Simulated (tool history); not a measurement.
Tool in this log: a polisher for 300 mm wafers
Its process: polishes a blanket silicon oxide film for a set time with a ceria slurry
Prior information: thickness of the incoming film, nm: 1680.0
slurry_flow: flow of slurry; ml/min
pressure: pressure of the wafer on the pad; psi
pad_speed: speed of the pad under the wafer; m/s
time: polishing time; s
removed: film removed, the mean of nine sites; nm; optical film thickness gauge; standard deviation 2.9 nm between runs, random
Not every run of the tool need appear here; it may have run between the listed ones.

| run | hour | slurry_flow | pressure | pad_speed | time | removed |
|---|---|---|---|---|---|---|
| 1 | 0.0 | 200 | 4.1 | 1.10 | 51 | 272.38 |
| 2 | 8.1 | 200 | 4.1 | 1.22 | 51 | 297.69 |
| 3 | 8.9 | 200 | 4.1 | 1.46 | 51 | 348.16 |
| 4 | 14.5 | 200 | 3.3 | 1.46 | 51 | 304.08 |
| 5 | 18.3 | 200 | 3.3 | 1.24 | 51 | 261.49 |
| 6 | 25.9 | 200 | 3.2 | 1.24 | 51 | 256.66 |
| 7 | 29.9 | 200 | 3.1 | 1.24 | 51 | 254.34 |

Run 8, settings as shown, results not yet in. Your forecast:
| 8 | 31.1 | 200 | 3.0 | 1.24 | 51 | ? |

Run 8 came out at removed 247.65 nm.
